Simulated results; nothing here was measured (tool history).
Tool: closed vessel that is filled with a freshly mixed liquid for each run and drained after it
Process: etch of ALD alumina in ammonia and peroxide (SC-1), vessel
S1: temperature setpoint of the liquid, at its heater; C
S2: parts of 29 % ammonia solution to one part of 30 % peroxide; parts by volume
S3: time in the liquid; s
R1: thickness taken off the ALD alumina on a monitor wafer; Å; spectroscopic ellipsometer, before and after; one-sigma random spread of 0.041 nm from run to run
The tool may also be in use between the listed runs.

run	hour	S1	S2	S3	R1
1	0.0	48.0	0.65	285	111.360
2	5.6	46.5	0.65	285	102.640
3	7.1	42.0	0.65	285	79.869
4	11.9	41.5	0.65	285	77.798
5	20.1	41.0	0.65	285	74.470
6	21.5	41.0	0.75	285	75.707
7	30.7	40.5	0.75	285	74.345

Run 8, settings as shown, results not yet in. Your forecast:
8	37.0	40.0	0.75	285	?

R1: 72.192 Å
